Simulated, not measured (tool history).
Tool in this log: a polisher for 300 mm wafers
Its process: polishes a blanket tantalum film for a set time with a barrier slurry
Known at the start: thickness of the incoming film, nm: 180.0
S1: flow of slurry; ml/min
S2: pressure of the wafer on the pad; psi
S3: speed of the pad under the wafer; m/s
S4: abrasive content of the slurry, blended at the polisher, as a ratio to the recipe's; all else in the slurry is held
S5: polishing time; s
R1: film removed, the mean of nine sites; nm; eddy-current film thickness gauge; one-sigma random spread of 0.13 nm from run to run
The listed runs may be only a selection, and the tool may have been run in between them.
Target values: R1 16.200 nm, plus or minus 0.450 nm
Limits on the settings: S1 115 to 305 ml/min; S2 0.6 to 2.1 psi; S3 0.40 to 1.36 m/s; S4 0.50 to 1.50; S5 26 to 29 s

{"run": 1, "hour": 0.0, "S1": 195, "S2": 1.3, "S3": 0.88, "S4": 1.0, "S5": 29, "R1": 29.988}
{"run": 2, "hour": 2.5, "S1": 175, "S2": 1.3, "S3": 0.88, "S4": 1.0, "S5": 29, "R1": 29.547}
{"run": 3, "hour": 10.6, "S1": 170, "S2": 1.2, "S3": 0.88, "S4": 1.0, "S5": 29, "R1": 27.455}
{"run": 4, "hour": 13.9, "S1": 170, "S2": 1.2, "S3": 0.88, "S4": 1.0, "S5": 29, "R1": 27.969}
{"run": 5, "hour": 15.6, "S1": 170, "S2": 1.1, "S3": 0.86, "S4": 1.0, "S5": 29, "R1": 25.141}
{"run": 6, "hour": 21.3, "S1": 170, "S2": 1.0, "S3": 0.84, "S4": 1.0, "S5": 29, "R1": 22.606}
{"run": 7, "hour": 27.0, "S1": 170, "S2": 0.9, "S3": 0.84, "S4": 1.0, "S5": 29, "R1": 20.985}
{"run": 8, "hour": 33.9, "S1": 170, "S2": 0.7, "S3": 0.82, "S4": 1.0, "S5": 29, "R1": 16.823}

Below are 5 possible settings for the next run. Only one of them brings all results inside the allowed miss of their targets. Which is it?
{"run": "A", "hour": 40.8, "S1": 170, "S2": 0.7, "S3": 0.82, "S4": 1.2, "S5": 28, "R1": "?"}
{"run": "B", "hour": 40.8, "S1": 140, "S2": 0.7, "S3": 0.88, "S4": 0.95, "S5": 29, "R1": "?"}
{"run": "C", "hour": 40.8, "S1": 165, "S2": 0.7, "S3": 0.88, "S4": 0.95, "S5": 27, "R1": "?"}
{"run": "D", "hour": 40.8, "S1": 160, "S2": 0.7, "S3": 0.86, "S4": 1.05, "S5": 28, "R1": "?"}
{"run": "E", "hour": 40.8, "S1": 175, "S2": 0.7, "S3": 0.92, "S4": 1.05, "S5": 26, "R1": "?"}

move=A R1=17.404
move=B R1=17.202
move=C R1=16.459
move=D R1=17.270
move=E R1=17.356
A: further off than the last run
B: further off than the last run
C: hits every target within its allowed miss
D: further off than the last run
E: further off than the last run
C meets every target.

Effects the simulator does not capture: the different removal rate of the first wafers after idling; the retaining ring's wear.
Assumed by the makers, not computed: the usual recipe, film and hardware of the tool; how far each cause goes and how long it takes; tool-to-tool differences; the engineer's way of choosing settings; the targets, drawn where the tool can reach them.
